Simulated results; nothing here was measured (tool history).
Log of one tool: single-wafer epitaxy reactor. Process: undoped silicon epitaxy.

run,day,wafer temperature setpoint (pyrometer-controlled) (°C),deposition time (s),mean film thickness on the monitor wafer (Å)
1,0,670,454,1310.6
2,0.15,666,453,1214.2
3,0.467,666,484,1283.2
4,0.533,666,528,1415.8
5,0.6,662,526,1304.2
6,0.933,659,523,1202

Forecast run 7:
7,1.288,659,523,?

{"run 7": {"mean film thickness on the monitor wafer (Å)": 1208.3}}
